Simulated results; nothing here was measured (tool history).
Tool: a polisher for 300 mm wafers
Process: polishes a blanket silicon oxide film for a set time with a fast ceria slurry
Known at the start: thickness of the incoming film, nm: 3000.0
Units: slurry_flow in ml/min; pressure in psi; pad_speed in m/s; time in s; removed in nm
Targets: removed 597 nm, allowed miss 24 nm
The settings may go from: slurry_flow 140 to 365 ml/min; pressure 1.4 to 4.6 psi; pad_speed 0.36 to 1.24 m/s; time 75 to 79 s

run 1 hour=0 | slurry_flow=235 pressure=3 pad_speed=0.8 time=75 | removed=1225.3
run 2 hour=2.2 | slurry_flow=235 pressure=2.5 pad_speed=0.74 time=75 | removed=955.33
run 3 hour=6.6 | slurry_flow=235 pressure=2.1 pad_speed=0.72 time=75 | removed=790.4
run 4 hour=11.7 | slurry_flow=235 pressure=1.9 pad_speed=0.72 time=75 | removed=709.22
run 5 hour=17.2 | slurry_flow=235 pressure=2.4 pad_speed=0.72 time=75 | removed=885.21
run 6 hour=18.7 | slurry_flow=235 pressure=2.1 pad_speed=0.72 time=75 | removed=782.45
run 7 hour=19.3 | slurry_flow=235 pressure=1.9 pad_speed=0.72 time=75 | removed=708.5
run 8 hour=20 | slurry_flow=235 pressure=1.8 pad_speed=0.72 time=75 | removed=667.93
run 9 hour=28.3 | slurry_flow=235 pressure=1.7 pad_speed=0.72 time=75 | removed=642.61

Which of these 5 next moves meets every target?
run A hour=36.6 | slurry_flow=205 pressure=1.8 pad_speed=0.72 time=75 | removed=?
run B hour=36.6 | slurry_flow=240 pressure=1.5 pad_speed=0.82 time=75 | removed=?
run C hour=36.6 | slurry_flow=235 pressure=1.6 pad_speed=0.6 time=79 | removed=?
run D hour=36.6 | slurry_flow=220 pressure=1.5 pad_speed=0.76 time=75 | removed=?
run E hour=36.6 | slurry_flow=225 pressure=1.6 pad_speed=0.66 time=75 | removed=?

move=A removed=672.41
move=B removed=648.83
move=C removed=536.41
move=D removed=599.16
move=E removed=556.49
A: further off than the last run
B: further off than the last run
C: takes the result that was furthest off past its target
D: meets every target
E: takes the result that was furthest off past its target
Answer: D
